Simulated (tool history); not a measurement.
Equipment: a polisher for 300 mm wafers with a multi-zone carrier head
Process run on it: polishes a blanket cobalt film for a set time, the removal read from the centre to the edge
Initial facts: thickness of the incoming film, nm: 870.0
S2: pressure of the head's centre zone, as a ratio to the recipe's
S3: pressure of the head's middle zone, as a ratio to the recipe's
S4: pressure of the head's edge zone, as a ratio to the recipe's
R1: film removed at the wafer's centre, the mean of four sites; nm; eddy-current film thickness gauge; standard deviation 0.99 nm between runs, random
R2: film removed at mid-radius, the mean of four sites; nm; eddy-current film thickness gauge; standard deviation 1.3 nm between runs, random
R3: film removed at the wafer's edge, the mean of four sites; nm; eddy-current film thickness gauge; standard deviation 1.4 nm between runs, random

run 1 day=0.000 | flow_of_slurry_(ml/min)=200 S2=1.00 S3=1.00 S4=1.00 polishing_time_(s)=43 | R1=169.81 R2=173.28 R3=174.19
run 2 day=0.304 | flow_of_slurry_(ml/min)=200 S2=1.00 S3=1.00 S4=0.95 polishing_time_(s)=43 | R1=170.51 R2=171.60 R3=174.51
run 3 day=0.504 | flow_of_slurry_(ml/min)=200 S2=1.00 S3=1.00 S4=0.87 polishing_time_(s)=43 | R1=169.84 R2=180.33 R3=164.97
run 4 day=0.588 | flow_of_slurry_(ml/min)=200 S2=1.00 S3=1.00 S4=0.81 polishing_time_(s)=43 | R1=170.46 R2=178.97 R3=163.98
run 5 day=0.912 | flow_of_slurry_(ml/min)=200 S2=1.01 S3=0.99 S4=0.81 polishing_time_(s)=38 | R1=152.88 R2=151.10 R3=138.87
run 6 day=0.958 | flow_of_slurry_(ml/min)=175 S2=1.01 S3=0.99 S4=0.81 polishing_time_(s)=38 | R1=148.75 R2=147.52 R3=135.85
run 7 day=1.262 | flow_of_slurry_(ml/min)=170 S2=1.00 S3=0.99 S4=0.81 polishing_time_(s)=36 | R1=139.54 R2=138.54 R3=127.43
run 8 day=1.625 | flow_of_slurry_(ml/min)=165 S2=0.99 S3=0.99 S4=0.81 polishing_time_(s)=34 | R1=127.97 R2=135.26 R3=121.31
run 9 day=1.967 | flow_of_slurry_(ml/min)=160 S2=1.00 S3=0.98 S4=0.81 polishing_time_(s)=33 | R1=124.68 R2=125.37 R3=115.99
run 10 day=2.017 | flow_of_slurry_(ml/min)=155 S2=1.01 S3=0.98 S4=0.81 polishing_time_(s)=32 | R1=121.97 R2=123.95 R3=115.43
run 11 day=2.300 | flow_of_slurry_(ml/min)=155 S2=1.01 S3=0.98 S4=0.81 polishing_time_(s)=32 | R1=121.33 R2=119.96 R3=114.62
run 12 day=2.425 | flow_of_slurry_(ml/min)=160 S2=1.02 S3=0.99 S4=0.81 polishing_time_(s)=30 | R1=115.94 R2=119.60 R3=107.93
run 13 day=2.658 | flow_of_slurry_(ml/min)=155 S2=1.03 S3=0.98 S4=0.81 polishing_time_(s)=29 | R1=112.99 R2=110.99 R3=102.26
run 14 day=2.704 | flow_of_slurry_(ml/min)=150 S2=1.03 S3=0.98 S4=0.81 polishing_time_(s)=29 | R1=111.21 R2=110.22 R3=104.22

Run 15, settings as shown, results not yet in. Your forecast:
run 15 day=3.038 | flow_of_slurry_(ml/min)=150 S2=1.05 S3=0.99 S4=0.81 polishing_time_(s)=29 | R1=? R2=? R3=?

Run 15 produced R1 114.01 nm, R2 112.08 nm, R3 103.00 nm.
